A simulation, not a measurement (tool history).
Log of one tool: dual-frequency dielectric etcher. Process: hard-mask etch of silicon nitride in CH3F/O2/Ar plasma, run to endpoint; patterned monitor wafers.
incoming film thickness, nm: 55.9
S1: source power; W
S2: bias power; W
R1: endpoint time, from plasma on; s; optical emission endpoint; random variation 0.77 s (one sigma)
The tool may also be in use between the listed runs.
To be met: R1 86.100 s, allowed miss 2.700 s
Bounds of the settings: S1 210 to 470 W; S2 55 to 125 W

Run 1, hour 0.0: S1 340 W, S2 90 W. Result: R1 74.958 s.
Run 2, hour 7.4: S1 340 W, S2 103 W. Result: R1 72.151 s.
Run 3, hour 11.6: S1 340 W, S2 113 W. Result: R1 71.349 s.
Run 4, hour 14.1: S1 300 W, S2 113 W. Result: R1 74.325 s.
Run 5, hour 20.7: S1 300 W, S2 125 W. Result: R1 72.019 s.
Run 6, hour 23.5: S1 280 W, S2 119 W. Result: R1 75.425 s.
Run 7, hour 24.4: S1 270 W, S2 116 W. Result: R1 78.084 s.
Run 8, hour 25.3: S1 260 W, S2 115 W. Result: R1 79.843 s.

4 next moves are on the table. One of them brings every result within its allowed miss. Which?
Run A, hour 26.2: S1 270 W, S2 123 W. Result: R1 ?.
Run B, hour 26.2: S1 250 W, S2 121 W. Result: R1 ?.
Run C, hour 26.2: S1 310 W, S2 115 W. Result: R1 ?.
Run D, hour 26.2: S1 230 W, S2 114 W. Result: R1 ?.

move      R1
   A  77.520
   B  81.275
   C  73.822
   D  86.944
A: further off than the last run
B: nearer than the last run, and not there yet
C: further off than the last run
D: meets every target
The right move is D.
